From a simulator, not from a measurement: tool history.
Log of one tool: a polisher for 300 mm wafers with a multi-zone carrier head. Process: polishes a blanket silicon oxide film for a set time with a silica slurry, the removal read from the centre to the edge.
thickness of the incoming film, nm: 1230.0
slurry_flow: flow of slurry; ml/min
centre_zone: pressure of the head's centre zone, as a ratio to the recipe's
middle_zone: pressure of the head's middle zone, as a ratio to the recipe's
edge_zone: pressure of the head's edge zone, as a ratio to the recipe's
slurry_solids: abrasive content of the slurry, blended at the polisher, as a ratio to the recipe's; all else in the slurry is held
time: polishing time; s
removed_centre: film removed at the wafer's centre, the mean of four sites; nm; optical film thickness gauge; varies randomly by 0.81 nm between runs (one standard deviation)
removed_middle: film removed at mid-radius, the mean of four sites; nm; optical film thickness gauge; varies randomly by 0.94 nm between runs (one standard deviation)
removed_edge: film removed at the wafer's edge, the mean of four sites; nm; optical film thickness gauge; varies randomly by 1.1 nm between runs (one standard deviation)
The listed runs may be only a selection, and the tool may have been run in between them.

run    day  slurry_flow  centre_zone  middle_zone  edge_zone  slurry_solids  time  removed_centre  removed_middle  removed_edge
  1  0.000          245         1.00         1.00       1.00           1.00    45         119.710         123.570       118.870
  2  0.071          265         1.00         1.00       1.00           1.00    45         119.710         122.570       116.670
  3  0.408          265         1.00         1.00       1.00           1.10    45         123.140         126.480       123.640
  4  0.542          265         1.00         1.00       1.00           1.00    45         121.130         122.870       117.770
  5  0.875          265         1.00         1.00       1.00           1.00    38         101.790         101.470        98.870
  6  1.233          265         0.97         1.00       1.00           1.00    38          99.909         102.540       100.440
  7  1.567          270         0.97         0.98       0.99           0.95    38          94.898          99.843       100.160
  8  1.646          270         1.00         0.97       0.99           0.90    38          98.867          99.151        97.001
  9  1.850          270         1.01         0.95       1.00           0.85    38          97.823          94.384        95.151

The next listed run, before its measurement:
 10  2.183          270         1.02         0.94       1.00           0.80    38               ?               ?             ?

removed_centre: 96.838 nm
removed_middle: 93.116 nm
removed_edge: 93.834 nm
